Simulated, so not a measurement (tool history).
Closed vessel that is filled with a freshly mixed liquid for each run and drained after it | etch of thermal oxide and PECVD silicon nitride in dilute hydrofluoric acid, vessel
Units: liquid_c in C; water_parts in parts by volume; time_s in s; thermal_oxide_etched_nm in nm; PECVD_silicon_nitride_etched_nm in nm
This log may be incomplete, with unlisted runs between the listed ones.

run,hour,liquid_c,water_parts,time_s,thermal_oxide_etched_nm,PECVD_silicon_nitride_etched_nm
1,0,22,165,200,4.6765,2.3977
2,2.3,21.5,130,190,5.7133,2.7684
3,7.2,21.5,130,140,4.1952,2.0015
4,8.7,24.5,130,140,4.7586,2.4131
5,12.9,24,100,130,5.7535,2.8338
6,18.6,24,100,60,2.6673,1.3362

Forecast run 7:
7,20.1,24,75,75,?,?

thermal_oxide_etched_nm: 4.5963 nm
PECVD_silicon_nitride_etched_nm: 2.1743 nm
